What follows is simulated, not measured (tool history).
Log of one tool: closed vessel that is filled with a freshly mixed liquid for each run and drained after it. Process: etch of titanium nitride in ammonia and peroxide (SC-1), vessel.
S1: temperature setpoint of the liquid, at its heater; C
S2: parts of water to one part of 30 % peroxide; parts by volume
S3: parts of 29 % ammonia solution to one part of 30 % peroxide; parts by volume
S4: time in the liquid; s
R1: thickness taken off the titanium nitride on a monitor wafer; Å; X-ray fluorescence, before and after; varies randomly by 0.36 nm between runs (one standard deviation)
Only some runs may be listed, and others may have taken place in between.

run,hour,S1,S2,S3,S4,R1
1,0.0,57.0,20.0,0.8,590,837.92
2,8.4,55.5,20.0,0.8,590,769.05
3,14.9,55.5,22.5,0.8,590,721.07
4,22.3,60.5,22.5,0.8,590,996.76
5,25.4,58.5,22.5,0.8,590,880.82
6,26.7,54.0,22.5,0.8,590,653.68

The next listed run, before its measurement:
7,35.7,53.5,22.5,0.8,590,?

Logged for run 7: R1 630.19 Å.
